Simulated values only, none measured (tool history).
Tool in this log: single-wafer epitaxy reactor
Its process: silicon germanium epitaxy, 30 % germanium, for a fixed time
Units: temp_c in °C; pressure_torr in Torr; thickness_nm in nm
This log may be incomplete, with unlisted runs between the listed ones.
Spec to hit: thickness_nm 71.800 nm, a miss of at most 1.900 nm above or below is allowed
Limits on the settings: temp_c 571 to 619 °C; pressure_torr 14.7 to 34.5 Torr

run,hour,temp_c,pressure_torr,thickness_nm
1,0.0,595,24.6,64.086
2,5.2,595,21.6,59.764
3,8.1,595,18.8,55.921
4,14.8,598,18.9,59.695
5,19.3,598,15.2,53.917
6,20.4,602,15.3,59.493
7,24.9,604,15.4,61.591
8,31.4,606,15.5,63.980
9,33.8,607,15.5,65.231
10,36.6,608,15.5,67.215
11,44.7,609,15.5,68.399
12,49.9,610,15.5,69.864

Which single option among these 4 for the next run brings every result within its allowed miss of target? Just one does.
A,55.1,608,19.9,?
B,55.1,612,17.6,?
C,55.1,612,14.8,?
D,55.1,615,15.9,?

move,thickness_nm
A,75.436
B,77.285
C,71.185
D,78.246
A: carries the result that was furthest off beyond its target, to the other side
B: carries the result that was furthest off beyond its target, to the other side
C: every result lands within tolerance
D: carries the result that was furthest off beyond its target, to the other side
The right move is C.
